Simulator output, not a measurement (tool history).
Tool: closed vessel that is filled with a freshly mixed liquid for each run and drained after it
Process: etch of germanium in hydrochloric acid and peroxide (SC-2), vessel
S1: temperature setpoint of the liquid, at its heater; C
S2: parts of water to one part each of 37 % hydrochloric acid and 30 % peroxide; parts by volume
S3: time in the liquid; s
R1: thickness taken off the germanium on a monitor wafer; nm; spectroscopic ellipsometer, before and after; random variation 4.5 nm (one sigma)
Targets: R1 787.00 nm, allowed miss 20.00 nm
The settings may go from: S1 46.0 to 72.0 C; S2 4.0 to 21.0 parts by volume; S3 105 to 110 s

run,hour,S1,S2,S3,R1
1,0.0,62.0,11.5,105,611.47
2,3.1,64.0,11.5,105,643.50
3,9.9,66.0,11.5,105,692.70
4,13.3,59.0,11.5,105,559.12
5,18.6,62.0,11.5,105,604.95
6,25.7,62.0,11.5,105,613.30
7,27.7,64.0,11.5,105,650.87
8,35.0,65.5,11.5,105,679.13
9,38.1,66.5,11.5,105,698.67
10,46.4,67.5,11.5,105,718.31
11,52.9,68.5,11.5,105,741.51
12,60.2,68.5,11.5,105,733.62

Which of these 5 next moves meets every target?
A,67.5,71.0,9.5,110,?
B,67.5,66.5,6.0,105,?
C,67.5,72.0,11.0,110,?
D,67.5,71.5,15.5,110,?
E,67.5,67.0,12.5,110,?

move,R1
A,842.15
B,736.44
C,849.21
D,790.86
E,726.95
A: takes the result that was furthest off past its target
B: nearer than the last run, and not there yet
C: takes the result that was furthest off past its target
D: meets every target
E: further off than the last run
Answer: D
